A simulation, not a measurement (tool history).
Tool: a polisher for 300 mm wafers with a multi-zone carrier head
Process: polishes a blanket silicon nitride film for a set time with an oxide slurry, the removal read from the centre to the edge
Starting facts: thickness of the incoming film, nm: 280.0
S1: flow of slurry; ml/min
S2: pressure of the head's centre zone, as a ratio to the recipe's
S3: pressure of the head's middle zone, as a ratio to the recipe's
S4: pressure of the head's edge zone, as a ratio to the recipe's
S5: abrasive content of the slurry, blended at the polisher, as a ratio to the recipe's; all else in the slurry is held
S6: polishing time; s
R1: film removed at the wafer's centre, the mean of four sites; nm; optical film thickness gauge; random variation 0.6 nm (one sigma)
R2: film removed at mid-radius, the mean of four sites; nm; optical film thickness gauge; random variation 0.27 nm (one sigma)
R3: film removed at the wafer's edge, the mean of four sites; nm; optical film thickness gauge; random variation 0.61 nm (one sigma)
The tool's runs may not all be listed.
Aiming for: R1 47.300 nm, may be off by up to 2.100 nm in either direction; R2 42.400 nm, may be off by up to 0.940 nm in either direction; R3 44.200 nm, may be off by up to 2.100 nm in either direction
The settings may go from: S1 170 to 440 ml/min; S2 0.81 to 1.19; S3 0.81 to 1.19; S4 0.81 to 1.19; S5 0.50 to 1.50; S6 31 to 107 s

| run | day | S1 | S2 | S3 | S4 | S5 | S6 | R1 | R2 | R3 |
|---|---|---|---|---|---|---|---|---|---|---|
| 1 | 0.000 | 280 | 1.00 | 1.00 | 1.00 | 1.00 | 69 | 55.532 | 54.682 | 54.614 |
| 2 | 0.317 | 280 | 1.00 | 0.98 | 0.98 | 0.95 | 69 | 54.473 | 52.716 | 52.775 |
| 3 | 0.396 | 280 | 1.00 | 0.98 | 0.98 | 0.95 | 53 | 42.213 | 40.336 | 40.732 |
| 4 | 0.762 | 285 | 1.01 | 0.98 | 0.99 | 0.95 | 53 | 42.300 | 40.576 | 40.224 |
| 5 | 0.958 | 285 | 1.02 | 0.98 | 1.00 | 0.95 | 53 | 43.187 | 40.483 | 41.622 |
| 6 | 0.992 | 290 | 1.03 | 0.98 | 1.00 | 0.95 | 53 | 43.606 | 40.683 | 40.286 |
| 7 | 1.221 | 290 | 1.03 | 0.98 | 1.01 | 0.95 | 53 | 44.086 | 41.000 | 41.196 |
| 8 | 1.254 | 295 | 1.03 | 0.98 | 1.02 | 0.95 | 53 | 43.733 | 41.104 | 40.679 |
| 9 | 1.562 | 285 | 1.03 | 0.98 | 1.02 | 0.95 | 53 | 43.402 | 40.498 | 41.156 |
| 10 | 1.717 | 285 | 1.04 | 0.98 | 1.03 | 0.95 | 53 | 43.942 | 40.860 | 41.798 |
| 11 | 1.979 | 285 | 1.05 | 0.98 | 1.04 | 0.95 | 53 | 43.159 | 40.556 | 41.772 |
| 12 | 2.071 | 290 | 1.06 | 0.98 | 1.05 | 0.95 | 53 | 44.327 | 40.787 | 42.507 |
| 13 | 2.125 | 295 | 1.07 | 0.98 | 1.05 | 0.95 | 53 | 44.479 | 40.569 | 42.349 |
|  | 2.362 | edge zone pressure recalibrated |
| 14 | 2.362 | 300 | 1.08 | 0.98 | 1.05 | 0.95 | 53 | 45.021 | 40.854 | 42.059 |
| 15 | 2.629 | 300 | 1.09 | 0.98 | 1.06 | 0.95 | 53 | 46.232 | 40.923 | 43.467 |

Consider the 5 candidate settings below. Which is the only one whose results all fall within their allowed miss of target?
| A | 2.896 | 170 | 1.06 | 0.85 | 1.19 | 1.05 | 56 | ? | ? | ? |
| B | 2.896 | 410 | 1.00 | 0.89 | 0.99 | 0.90 | 55 | ? | ? | ? |
| C | 2.896 | 270 | 1.08 | 0.91 | 1.01 | 1.00 | 53 | ? | ? | ? |
| D | 2.896 | 175 | 1.15 | 0.99 | 1.18 | 0.80 | 58 | ? | ? | ? |
| E | 2.896 | 170 | 1.15 | 1.06 | 1.11 | 1.15 | 52 | ? | ? | ? |

| move | R1 | R2 | R3 |
|---|---|---|---|
| A | 46.013 | 38.099 | 47.219 |
| B | 44.963 | 40.178 | 43.012 |
| C | 46.787 | 39.348 | 42.329 |
| D | 46.897 | 39.259 | 43.959 |
| E | 48.001 | 42.014 | 43.634 |
A: misses by more than the last run did
B: misses by more than the last run did
C: misses by more than the last run did
D: misses by more than the last run did
E: all results land within tolerance of their targets
The move that meets every target is E.

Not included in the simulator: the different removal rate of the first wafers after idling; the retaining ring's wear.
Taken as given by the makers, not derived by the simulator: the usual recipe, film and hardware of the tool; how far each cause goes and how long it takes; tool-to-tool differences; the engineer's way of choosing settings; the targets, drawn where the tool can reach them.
